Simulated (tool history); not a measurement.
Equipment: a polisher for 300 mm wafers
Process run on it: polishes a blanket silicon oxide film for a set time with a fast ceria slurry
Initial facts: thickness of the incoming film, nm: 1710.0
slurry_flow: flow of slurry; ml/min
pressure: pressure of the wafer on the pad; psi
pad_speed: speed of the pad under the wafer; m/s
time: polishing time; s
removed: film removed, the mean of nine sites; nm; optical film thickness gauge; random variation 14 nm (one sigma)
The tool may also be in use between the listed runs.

| run | hour | slurry_flow | pressure | pad_speed | time | removed |
|---|---|---|---|---|---|---|
| 1 | 0 | 195 | 2.7 | 0.82 | 66 | 702.07 |
| 2 | 1.3 | 195 | 3 | 0.82 | 66 | 766.94 |
| 3 | 6.8 | 195 | 3 | 0.92 | 66 | 851.17 |
| 4 | 10.6 | 195 | 3 | 0.78 | 66 | 740.45 |
| 5 | 14 | 195 | 3 | 0.78 | 66 | 729.26 |
| 6 | 18.4 | 195 | 3 | 0.78 | 66 | 728.81 |
| 7 | 20.4 | 195 | 3.3 | 0.8 | 66 | 815.98 |
| 8 | 25.5 | 195 | 3.5 | 0.8 | 66 | 839.63 |

Expected results for the next run?
| 9 | 32.8 | 195 | 3.7 | 0.82 | 66 | ? |

Run 9 gave removed 940.35 nm.
